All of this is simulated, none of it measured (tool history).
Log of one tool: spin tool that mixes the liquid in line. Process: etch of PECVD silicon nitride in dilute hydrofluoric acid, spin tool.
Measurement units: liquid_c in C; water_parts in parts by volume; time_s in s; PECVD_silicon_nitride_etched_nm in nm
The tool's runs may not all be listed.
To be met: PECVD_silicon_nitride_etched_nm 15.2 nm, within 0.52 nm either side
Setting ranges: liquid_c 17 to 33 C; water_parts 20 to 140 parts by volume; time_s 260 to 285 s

run  hour  liquid_c  water_parts  time_s  PECVD_silicon_nitride_etched_nm
  1     0        25           75     260                           19.552
  2   4.8      26.5           75     260                            21.96
  3   8.7      26.5           75     285                           23.754
  4  16.6      26.5           75     285                           23.918
  5  21.1        25           75     285                           21.749
  6  26.7        24           75     285                           20.237
  7    29        23           75     285                           19.041
  8  37.2      22.5           75     285                           18.406
  9  45.8        22           75     285                           17.344

Which single option among these 5 for the next run brings every result within its allowed miss of target? Just one does.
  A  54.4        20           70     260                                ?
  B  54.4        18           65     260                                ?
  C  54.4        21           75     285                                ?
  D  54.4        20           75     260                                ?
  E  54.4      18.5           60     270                                ?

move  PECVD_silicon_nitride_etched_nm
   A                           15.321
   B                            14.33
   C                           16.814
   D                           14.324
   E                           16.658
A: every result lands within tolerance
B: carries the result that was furthest off beyond its target, to the other side
C: an improvement on the last run, though not all results are within tolerance
D: carries the result that was furthest off beyond its target, to the other side
E: an improvement on the last run, though not all results are within tolerance
Go with A: it meets all targets.

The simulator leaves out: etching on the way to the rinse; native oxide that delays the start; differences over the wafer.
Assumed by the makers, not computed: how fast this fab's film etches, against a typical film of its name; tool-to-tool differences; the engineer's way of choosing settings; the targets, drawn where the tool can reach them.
